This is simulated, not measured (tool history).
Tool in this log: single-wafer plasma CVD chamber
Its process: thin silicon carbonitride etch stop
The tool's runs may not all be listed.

run  hour  RF power (kW)  deposition time (s)  mean film thickness on the monitor wafer (angstrom)
  1   0.0          0.175                 7.10                                               37.472
  2   0.9          0.200                 7.10                                               39.212
  3   2.1          0.210                 7.10                                               39.944
  4   8.4          0.195                 6.91                                               37.809
  5  14.8          0.180                 6.78                                               36.210
  6  16.5          0.170                 6.69                                               35.006
  7  22.3          0.160                 6.64                                               34.042
  8  24.7          0.155                 6.61                                               33.368
  9  32.0          0.150                 6.59                                               32.934
 10  34.5          0.145                 6.58                                               32.396

Expected results for the next run?
 11  42.2          0.145                 6.57                                                    ?

{"run 11": {"mean film thickness on the monitor wafer (angstrom)": 32.491}}

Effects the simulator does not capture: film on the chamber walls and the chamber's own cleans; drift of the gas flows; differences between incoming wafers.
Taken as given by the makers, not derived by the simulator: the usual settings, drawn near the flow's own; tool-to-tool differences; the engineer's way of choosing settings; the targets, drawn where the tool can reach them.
